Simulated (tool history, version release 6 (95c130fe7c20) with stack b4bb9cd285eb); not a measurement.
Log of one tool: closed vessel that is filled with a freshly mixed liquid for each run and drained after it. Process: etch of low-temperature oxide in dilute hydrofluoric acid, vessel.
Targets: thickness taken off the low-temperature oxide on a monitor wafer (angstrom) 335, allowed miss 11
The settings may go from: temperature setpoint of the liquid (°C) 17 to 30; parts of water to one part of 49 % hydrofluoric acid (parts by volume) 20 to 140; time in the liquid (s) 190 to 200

| run | hour | temperature setpoint of the liquid (°C) | parts of water to one part of 49 % hydrofluoric acid (parts by volume) | time in the liquid (s) | thickness taken off the low-temperature oxide on a monitor wafer (angstrom) |
|---|---|---|---|---|---|
| 1 | 0 | 22 | 75 | 190 | 385.37 |
| 2 | 3.8 | 22 | 90 | 190 | 319.89 |
| 3 | 8.4 | 22.5 | 90 | 190 | 319.26 |
| 4 | 12.3 | 19 | 90 | 190 | 279.1 |
| 5 | 13.6 | 19.5 | 90 | 190 | 284.5 |
| 6 | 17.4 | 19.5 | 110 | 190 | 226.94 |
| 7 | 26.3 | 20.5 | 110 | 190 | 234.08 |
| 8 | 27.3 | 21.5 | 110 | 190 | 243.16 |
| 9 | 28.8 | 22.5 | 110 | 190 | 253.84 |
| 10 | 37.7 | 26.5 | 110 | 190 | 296.37 |
| 11 | 44.6 | 27 | 110 | 190 | 307.4 |
| 12 | 47.4 | 27.5 | 110 | 190 | 308.08 |
| 13 | 50.5 | 28 | 110 | 190 | 316.43 |

5 next moves are on the table. One of them brings every result within its allowed miss. Which?
| A | 53.6 | 27 | 105 | 195 | ? |
| B | 53.6 | 28.5 | 100 | 190 | ? |
| C | 53.6 | 29.5 | 125 | 190 | ? |
| D | 53.6 | 27 | 115 | 190 | ? |
| E | 53.6 | 30 | 110 | 200 | ? |

| move | thickness taken off the low-temperature oxide on a monitor wafer (angstrom) |
|---|---|
| A | 336.55 |
| B | 367.07 |
| C | 294.71 |
| D | 295.54 |
| E | 366.55 |
A: meets every target
B: takes the result that was furthest off past its target
C: further off than the last run
D: further off than the last run
E: takes the result that was furthest off past its target
The right move is A.
